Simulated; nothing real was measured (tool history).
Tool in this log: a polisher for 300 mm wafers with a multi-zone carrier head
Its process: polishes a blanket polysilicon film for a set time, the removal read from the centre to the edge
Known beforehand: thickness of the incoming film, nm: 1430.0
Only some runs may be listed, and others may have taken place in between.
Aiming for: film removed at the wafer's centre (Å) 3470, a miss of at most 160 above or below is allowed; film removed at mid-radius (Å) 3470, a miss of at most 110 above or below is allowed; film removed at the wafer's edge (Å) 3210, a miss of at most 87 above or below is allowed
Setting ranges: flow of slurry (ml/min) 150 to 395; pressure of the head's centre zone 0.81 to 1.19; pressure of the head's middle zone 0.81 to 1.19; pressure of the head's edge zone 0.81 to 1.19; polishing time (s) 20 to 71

| run | hour | flow of slurry (ml/min) | pressure of the head's centre zone | pressure of the head's middle zone | pressure of the head's edge zone | polishing time (s) | film removed at the wafer's centre (Å) | film removed at mid-radius (Å) | film removed at the wafer's edge (Å) |
|---|---|---|---|---|---|---|---|---|---|
| 1 | 0 | 250 | 1 | 1 | 1 | 45 | 4609.1 | 4464.8 | 4406.9 |
| 2 | 4.2 | 250 | 1 | 0.92 | 1 | 45 | 4473.3 | 4199.4 | 4447.6 |
| 3 | 8.5 | 250 | 1 | 0.92 | 1 | 35 | 3461.4 | 3246 | 3441 |
| 4 | 11.9 | 250 | 1 | 0.92 | 0.91 | 35 | 3571.5 | 3231.5 | 3267.6 |
| 5 | 17.9 | 250 | 0.96 | 0.92 | 0.91 | 35 | 3376 | 3222.8 | 3260.8 |
| 6 | 25.9 | 250 | 1 | 0.92 | 0.91 | 35 | 3480.8 | 3262.2 | 3306 |
| 7 | 33.1 | 250 | 1 | 0.93 | 0.9 | 35 | 3488 | 3206.5 | 3254.3 |
| 8 | 35.5 | 255 | 0.99 | 0.95 | 0.9 | 35 | 3521.1 | 3333.5 | 3309 |

Exercise: of the 5 proposed moves below, exactly one satisfies all targets within the stated allowed misses. Which move is it?
| A | 37.9 | 220 | 1.04 | 0.88 | 0.91 | 36 | ? | ? | ? |
| B | 37.9 | 315 | 0.88 | 0.99 | 0.88 | 36 | ? | ? | ? |
| C | 37.9 | 230 | 0.97 | 0.92 | 0.93 | 36 | ? | ? | ? |
| D | 37.9 | 255 | 1.02 | 1.04 | 0.91 | 34 | ? | ? | ? |
| E | 37.9 | 350 | 1.05 | 0.91 | 0.92 | 34 | ? | ? | ? |

| move | film removed at the wafer's centre (Å) | film removed at mid-radius (Å) | film removed at the wafer's edge (Å) |
|---|---|---|---|
| A | 3705.6 | 3133.9 | 3347.2 |
| B | 3342.1 | 3579.6 | 3376.8 |
| C | 3510.6 | 3267.7 | 3391 |
| D | 3503.8 | 3456.2 | 3190.1 |
| E | 3699.5 | 3174.5 | 3279.3 |
A: its largest miss is bigger than the last run's
B: brings the result that was furthest off to its target, and leaves another outside
C: its largest miss is bigger than the last run's
D: all results in spec
E: its largest miss is bigger than the last run's
Correct choice: D, which meets every target
